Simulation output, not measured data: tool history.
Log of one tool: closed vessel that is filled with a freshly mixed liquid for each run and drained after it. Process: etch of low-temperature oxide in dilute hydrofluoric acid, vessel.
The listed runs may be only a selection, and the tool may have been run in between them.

run,hour,temperature setpoint of the liquid (K),parts of water to one part of 49 % hydrofluoric acid (parts by volume),time in the liquid (s),thickness taken off the low-temperature oxide on a monitor wafer (nm)
1,0,296.15,115,260,21.653
2,6.5,296.15,85,260,30.355
3,9.8,296.15,85,260,30.464
4,15.2,296.65,85,260,30.942
5,24.3,296.65,60,260,45.181
6,32.5,296.65,60,260,45.764
7,41.2,295.15,60,260,42.79
8,50.1,294.15,65,260,37.872

Run 9, settings as shown, results not yet in. Your forecast:
9,55.3,293.15,65,260,?

{"run 9": {"thickness taken off the low-temperature oxide on a monitor wafer (nm)": 36.034}}
